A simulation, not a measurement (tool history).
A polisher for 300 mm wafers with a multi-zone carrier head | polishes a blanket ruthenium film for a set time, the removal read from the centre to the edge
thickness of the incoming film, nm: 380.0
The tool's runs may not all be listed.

run  hour  flow of slurry (ml/min)  pressure of the head's centre zone  pressure of the head's middle zone  pressure of the head's edge zone  polishing time (s)  film removed at the wafer's centre (Å)  film removed at mid-radius (Å)  film removed at the wafer's edge (Å)
  1     0                      255                                   1                                   1                                 1                  86                                  1224.8                          1229.5                                1247.2
  2   4.8                      260                                1.01                                1.02                              1.02                  88                                  1284.8                          1335.3                                1297.1
  3   7.2                      260                                1.01                                0.94                              1.02                  88                                  1239.9                          1186.1                                1310.5
  4     9                      260                                0.97                                0.94                              1.02                  88                                  1228.2                          1188.6                                  1307
  5  17.7                      260                                0.97                                   1                              1.02                  88                                    1229                          1246.3                                  1284
  6  21.7                      265                                0.98                                1.01                              1.04                  89                                  1239.3                          1289.2                                1335.6
  7  30.1                      270                                   1                                1.02                              1.05                  90                                  1276.2                          1326.8                                1327.5
  8  30.9                      270                                   1                                1.03                              1.06                  92                                    1309                          1417.5                                1360.8

Forecast run 9:
  9  33.9                      270                                1.01                                1.02                              1.07                  93                                       ?                               ?                                     ?

Run 9 gave film removed at the wafer's centre (Å) 1343.8, film removed at mid-radius (Å) 1357.6, film removed at the wafer's edge (Å) 1380.4.

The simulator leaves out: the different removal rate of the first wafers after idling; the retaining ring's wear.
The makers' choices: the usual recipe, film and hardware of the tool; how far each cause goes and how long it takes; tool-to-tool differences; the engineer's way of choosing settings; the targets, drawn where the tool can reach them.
